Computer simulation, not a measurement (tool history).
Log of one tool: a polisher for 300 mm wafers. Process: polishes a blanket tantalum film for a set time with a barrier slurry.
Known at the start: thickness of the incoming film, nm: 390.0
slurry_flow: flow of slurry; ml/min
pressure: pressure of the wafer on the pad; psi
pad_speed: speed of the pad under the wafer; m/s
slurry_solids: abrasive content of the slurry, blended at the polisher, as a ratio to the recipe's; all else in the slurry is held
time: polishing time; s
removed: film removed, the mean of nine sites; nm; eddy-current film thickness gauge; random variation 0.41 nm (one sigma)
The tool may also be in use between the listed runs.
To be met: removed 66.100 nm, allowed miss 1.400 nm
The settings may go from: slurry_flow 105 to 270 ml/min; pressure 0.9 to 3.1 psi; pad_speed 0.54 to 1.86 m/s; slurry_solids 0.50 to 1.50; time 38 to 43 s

run  hour  slurry_flow  pressure  pad_speed  slurry_solids  time  removed
  1   0.0          175       2.0       1.18           1.00    43  104.120
  2   4.4          165       1.7       1.18           1.00    43   87.556
  3   7.7          155       1.6       1.18           1.00    43   81.173
  4  11.0          145       1.5       1.18           1.00    43   76.794
  5  13.0          135       1.4       1.18           1.00    43   71.944
  6  16.9          130       1.4       1.18           1.00    43   71.237
  7  19.8          125       1.4       1.18           1.00    43   70.494
  8  26.2          120       1.4       1.18           1.00    43   68.976
  9  29.1          115       1.4       1.18           1.00    43   69.402
 10  34.9          110       1.4       1.18           1.00    43   69.175
 11  35.7          105       1.3       1.18           1.00    43   63.572
 12  41.5          110       1.3       1.18           1.00    43   64.555

5 next moves are on the table. One of them brings every result within its allowed miss. Which?
  A  47.3          135       1.2       1.42           1.05    38        ?
  B  47.3          105       1.7       1.20           0.85    38        ?
  C  47.3          110       1.7       1.12           0.95    39        ?
  D  47.3          125       1.2       1.36           1.05    42        ?
  E  47.3          105       1.0       1.64           1.00    43        ?

move  removed
   A   66.889
   B   70.096
   C   70.924
   D   70.081
   E   69.490
A: meets every target
B: takes the result that was furthest off past its target
C: takes the result that was furthest off past its target
D: takes the result that was furthest off past its target
E: takes the result that was furthest off past its target
The right move is A.
